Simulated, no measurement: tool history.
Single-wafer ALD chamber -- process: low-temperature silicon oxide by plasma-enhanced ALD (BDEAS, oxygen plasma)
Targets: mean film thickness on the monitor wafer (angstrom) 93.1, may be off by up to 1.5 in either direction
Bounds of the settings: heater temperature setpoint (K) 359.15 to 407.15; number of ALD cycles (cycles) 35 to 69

| run | hour | heater temperature setpoint (K) | number of ALD cycles (cycles) | mean film thickness on the monitor wafer (angstrom) |
|---|---|---|---|---|
| 1 | 0 | 383.15 | 52 | 75.073 |
| 2 | 0.8 | 382.15 | 53 | 77.086 |
| 3 | 6.6 | 382.15 | 48 | 69.119 |
| 4 | 10.4 | 382.15 | 51 | 73.799 |
| 5 | 16.1 | 376.15 | 51 | 74.848 |
| 6 | 22.9 | 370.15 | 51 | 74.981 |
| 7 | 26.4 | 370.15 | 52 | 76.644 |
|  | 34.2 | thermocouple changed; heater temperature recalibrated |
| 8 | 34.2 | 370.15 | 53 | 78.909 |
| 9 | 41.8 | 370.15 | 54 | 80.449 |

Pick the move, out of 4, that brings all results within their allowed miss; only one does.
| A | 49.4 | 374.15 | 65 | ? |
| B | 49.4 | 369.15 | 65 | ? |
| C | 49.4 | 371.15 | 63 | ? |
| D | 49.4 | 367.15 | 64 | ? |

| move | mean film thickness on the monitor wafer (angstrom) |
|---|---|
| A | 96.047 |
| B | 97.217 |
| C | 93.632 |
| D | 96.324 |
A: takes the biggest miss from the last run beyond its target
B: takes the biggest miss from the last run beyond its target
C: hits every target within its allowed miss
D: takes the biggest miss from the last run beyond its target
The move that meets every target is C.
